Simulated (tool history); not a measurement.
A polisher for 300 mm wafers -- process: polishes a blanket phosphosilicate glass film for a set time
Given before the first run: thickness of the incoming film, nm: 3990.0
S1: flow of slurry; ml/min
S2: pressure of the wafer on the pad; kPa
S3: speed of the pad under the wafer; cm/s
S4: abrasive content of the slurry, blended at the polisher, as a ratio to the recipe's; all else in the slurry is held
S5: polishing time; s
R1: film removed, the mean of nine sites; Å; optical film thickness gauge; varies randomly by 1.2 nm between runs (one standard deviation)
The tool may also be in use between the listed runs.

{"run": 1, "day": 0.0, "S1": 265, "S2": 14.5, "S3": 116, "S4": 1.0, "S5": 56, "R1": 3289.4}
{"run": 2, "day": 0.054, "S1": 265, "S2": 12.4, "S3": 116, "S4": 1.0, "S5": 56, "R1": 2817.5}
{"run": 3, "day": 0.246, "S1": 265, "S2": 10.3, "S3": 116, "S4": 1.0, "S5": 56, "R1": 2353.3}
{"run": 4, "day": 0.45, "S1": 265, "S2": 9.7, "S3": 116, "S4": 1.0, "S5": 56, "R1": 2187.2}
{"run": 5, "day": 0.592, "S1": 305, "S2": 9.7, "S3": 116, "S4": 1.0, "S5": 56, "R1": 2242.7}
{"run": 6, "day": 0.829, "S1": 305, "S2": 9.7, "S3": 144, "S4": 1.0, "S5": 56, "R1": 2615.3}
{"run": 7, "day": 0.929, "S1": 305, "S2": 9.0, "S3": 142, "S4": 1.0, "S5": 56, "R1": 2400.0}
{"run": 8, "day": 1.121, "S1": 295, "S2": 6.9, "S3": 138, "S4": 1.0, "S5": 56, "R1": 1828.5}

Estimate the outcome of run 9 from the log above:
{"run": 9, "day": 1.146, "S1": 310, "S2": 6.9, "S3": 138, "S4": 1.0, "S5": 56, "R1": "?"}

R1: 1824.0 Å
